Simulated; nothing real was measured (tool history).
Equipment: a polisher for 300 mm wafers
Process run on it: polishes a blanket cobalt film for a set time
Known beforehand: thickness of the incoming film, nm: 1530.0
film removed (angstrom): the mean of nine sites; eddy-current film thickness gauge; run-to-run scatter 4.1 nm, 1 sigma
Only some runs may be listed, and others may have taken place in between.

run  hour  flow of slurry (ml/min)  pressure of the wafer on the pad (psi)  speed of the pad under the wafer (cm/s)  polishing time (s)  film removed (angstrom)
  1   0.0                      290                                     2.0                                       82                  98                   3488.6
  2   0.6                      290                                     2.2                                       82                  98                   3872.4
  3   6.1                      290                                     2.3                                       82                  98                   3955.4
  4   9.8                      290                                     2.3                                       76                  98                   3773.5
  5  16.7                      290                                     2.5                                       76                  98                   4133.7
  6  20.3                      290                                     2.5                                       66                  98                   3671.7
  7  22.7                      290                                     2.5                                       66                  98                   3673.1

Predict the results of run 8:
  8  26.7                      290                                     2.7                                       66                  98                        ?

{"run 8": {"film removed (angstrom)": 3981.3}}

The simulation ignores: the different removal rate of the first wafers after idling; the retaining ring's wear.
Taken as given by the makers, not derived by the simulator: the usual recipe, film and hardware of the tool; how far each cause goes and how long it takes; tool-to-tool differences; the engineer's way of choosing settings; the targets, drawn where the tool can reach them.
